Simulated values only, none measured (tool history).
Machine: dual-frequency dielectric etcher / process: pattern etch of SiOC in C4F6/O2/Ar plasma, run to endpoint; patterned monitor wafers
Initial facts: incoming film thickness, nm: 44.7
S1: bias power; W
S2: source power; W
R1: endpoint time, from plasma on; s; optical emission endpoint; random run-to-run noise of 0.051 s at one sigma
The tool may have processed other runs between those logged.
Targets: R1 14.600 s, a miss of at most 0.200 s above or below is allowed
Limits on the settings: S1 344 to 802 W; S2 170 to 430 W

run  hour   S1   S2      R1
  1   0.0  573  300  17.083
  2   0.8  573  260  17.661
  3   5.5  646  280  16.544
  4   9.5  695  290  16.020
     18.3  -- wet clean of the chamber
  5  18.3  729  300  15.105
  6  25.6  729  260  15.796
  7  33.0  753  270  15.403
  8  36.1  769  280  15.218
  9  43.6  780  290  14.964
 10  47.7  787  290  14.949

4 candidate next runs follow, results not yet known. Just one meets every target within its allowed miss. Identify it.
  A  51.8  781  310   ?
  B  51.8  801  260   ?
  C  51.8  727  280   ?
  D  51.8  756  290   ?

move      R1
   A  14.536
   B  15.146
   C  15.393
   D  15.009
A: hits every target within its allowed miss
B: its largest miss is bigger than the last run's
C: its largest miss is bigger than the last run's
D: its largest miss is bigger than the last run's
Go with A: it meets all targets.
